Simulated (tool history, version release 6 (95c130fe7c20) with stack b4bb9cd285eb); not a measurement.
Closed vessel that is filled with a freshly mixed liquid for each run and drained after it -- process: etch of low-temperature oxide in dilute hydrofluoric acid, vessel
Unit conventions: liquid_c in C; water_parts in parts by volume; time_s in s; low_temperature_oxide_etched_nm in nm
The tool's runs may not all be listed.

run	hour	liquid_c	water_parts	time_s	low_temperature_oxide_etched_nm
1	0	20	230	1895	104.07
2	4.9	20	230	1895	104.02
3	8.4	21	230	1895	108.71
4	11.2	21	230	1895	107.75
5	14.2	21	295	1895	79.384
6	17.8	22	285	1895	85.734
7	21.7	23	275	1895	93.385
8	27.7	24	265	1895	101.48

Estimate the outcome of run 9 from the log above:
9	33.6	24.5	260	1895	?

low_temperature_oxide_etched_nm: 104.48 nm
